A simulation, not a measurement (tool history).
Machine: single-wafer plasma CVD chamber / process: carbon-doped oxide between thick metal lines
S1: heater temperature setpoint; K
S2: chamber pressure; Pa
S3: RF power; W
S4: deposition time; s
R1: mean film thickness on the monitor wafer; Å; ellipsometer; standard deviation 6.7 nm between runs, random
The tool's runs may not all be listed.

run,hour,S1,S2,S3,S4,R1
1,0.0,623.15,820,470,243,13149
2,6.8,622.15,839,475,243,13233
3,10.1,618.15,839,475,243,13414
4,19.0,617.15,851,480,243,13616
5,25.2,616.15,864,485,243,13792
6,28.3,615.15,876,485,243,13802

Forecast run 7:
7,35.9,614.15,885,490,243,?

R1: 13915 Å
